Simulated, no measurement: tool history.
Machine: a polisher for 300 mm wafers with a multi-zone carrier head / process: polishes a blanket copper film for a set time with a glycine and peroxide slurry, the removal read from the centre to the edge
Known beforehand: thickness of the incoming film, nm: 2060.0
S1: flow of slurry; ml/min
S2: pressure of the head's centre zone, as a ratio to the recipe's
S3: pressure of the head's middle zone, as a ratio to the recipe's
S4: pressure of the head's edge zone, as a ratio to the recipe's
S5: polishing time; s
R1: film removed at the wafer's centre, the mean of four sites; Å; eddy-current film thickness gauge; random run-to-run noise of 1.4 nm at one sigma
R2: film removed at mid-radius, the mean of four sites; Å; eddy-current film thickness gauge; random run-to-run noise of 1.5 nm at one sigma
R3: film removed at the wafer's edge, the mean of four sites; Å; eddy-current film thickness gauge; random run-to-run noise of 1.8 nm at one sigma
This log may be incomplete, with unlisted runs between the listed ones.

Run 1, hour 0: S1 120 ml/min, S2 1, S3 1, S4 1, S5 47 s. Result: R1 2493.9 Å, R2 2477.2 Å, R3 2447.7 Å.
Run 2, hour 3.4: S1 115 ml/min, S2 1, S3 0.97, S4 0.97, S5 46 s. Result: R1 2407.8 Å, R2 2352.2 Å, R3 2361 Å.
Run 3, hour 11: S1 105 ml/min, S2 1, S3 0.97, S4 0.97, S5 46 s. Result: R1 2412.9 Å, R2 2296.6 Å, R3 2341.5 Å.
Run 4, hour 15.1: S1 100 ml/min, S2 1, S3 0.95, S4 0.95, S5 45 s. Result: R1 2289.5 Å, R2 2205.2 Å, R3 2206.2 Å.
Run 5, hour 19.5: S1 100 ml/min, S2 1.07, S3 0.95, S4 0.95, S5 45 s. Result: R1 2459.9 Å, R2 2217.2 Å, R3 2208.9 Å.
Run 6, hour 20.9: S1 100 ml/min, S2 1.07, S3 0.95, S4 0.99, S5 45 s. Result: R1 2493.3 Å, R2 2205.8 Å, R3 2258.2 Å.
Run 7, hour 24.2: S1 95 ml/min, S2 1.06, S3 0.93, S4 0.97, S5 44 s. Result: R1 2394.7 Å, R2 2114.4 Å, R3 2184.9 Å.

For run 8, what comes out?
Run 8, hour 25.1: S1 90 ml/min, S2 1.05, S3 0.91, S4 0.95, S5 44 s. Result: R1 ?, R2 ?, R3 ?.

{"run 8": {"R1": 2313.9, "R2": 2024.1, "R3": 2138.8}}
